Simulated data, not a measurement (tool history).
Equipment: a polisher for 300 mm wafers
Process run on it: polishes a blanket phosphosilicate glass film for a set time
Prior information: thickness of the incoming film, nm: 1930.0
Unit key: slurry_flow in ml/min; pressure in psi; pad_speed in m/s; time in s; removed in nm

run	hour	slurry_flow	pressure	pad_speed	slurry_solids	time	removed
1	0	160	4	0.8	1	40	420.07
2	2	195	4	0.8	1	40	429.75
3	6.7	195	3.7	0.8	1	40	405.16
4	7.9	195	3.4	0.8	1	40	382.15
5	14	195	2.8	0.8	1	40	354.35
6	15.4	195	2.6	0.78	1	40	328.76
7	21.6	195	2.5	0.78	1	40	325.53

What will run 8 give?
8	26.3	195	2.4	0.76	1	40	?

{"run 8": {"removed": 311.52}}

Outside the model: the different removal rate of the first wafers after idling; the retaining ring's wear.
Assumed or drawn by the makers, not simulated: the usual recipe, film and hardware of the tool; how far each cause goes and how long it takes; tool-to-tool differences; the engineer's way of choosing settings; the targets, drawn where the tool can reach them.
